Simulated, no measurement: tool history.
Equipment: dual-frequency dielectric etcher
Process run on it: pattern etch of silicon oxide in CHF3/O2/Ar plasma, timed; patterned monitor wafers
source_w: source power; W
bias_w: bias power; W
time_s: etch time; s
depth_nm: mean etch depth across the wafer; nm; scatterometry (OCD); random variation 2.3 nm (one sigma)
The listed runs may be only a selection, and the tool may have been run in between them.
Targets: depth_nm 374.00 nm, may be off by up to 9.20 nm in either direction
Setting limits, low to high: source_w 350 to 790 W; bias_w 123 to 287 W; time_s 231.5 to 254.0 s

run    day  source_w  bias_w  time_s  depth_nm
  1  0.000       570     205   254.0    520.80
  2  0.292       530     192   250.0    477.50
  3  0.358       580     192   250.0    508.12
  4  0.708       550     185   248.5    484.26
  5  0.958       550     160   248.5    469.02
  6  1.133       480     160   248.5    426.79
  7  1.492       460     159   248.5    410.25
  8  1.575       450     158   248.5    406.30
  9  1.812       360     140   245.0    321.58
 10  1.896       370     141   245.0    335.08
 11  2.162       380     141   245.0    342.82
 12  2.362       390     141   245.0    347.08
 13  2.738       400     141   245.0    356.24

Consider the 5 candidate settings below. Which is the only one whose results all fall within their allowed miss of target?
  A  3.112       380     167   231.5         ?
  B  3.112       380     193   231.5         ?
  C  3.112       410     130   254.0         ?
  D  3.112       420     123   231.5         ?
  E  3.112       400     172   254.0         ?

move  depth_nm
   A    338.24
   B    351.70
   C    371.39
   D    340.61
   E    390.36
A: misses by more than the last run did
B: misses by more than the last run did
C: meets every target
D: misses by more than the last run did
E: pushes the last run's worst result past its target
C is the move that brings every result within its allowed miss.
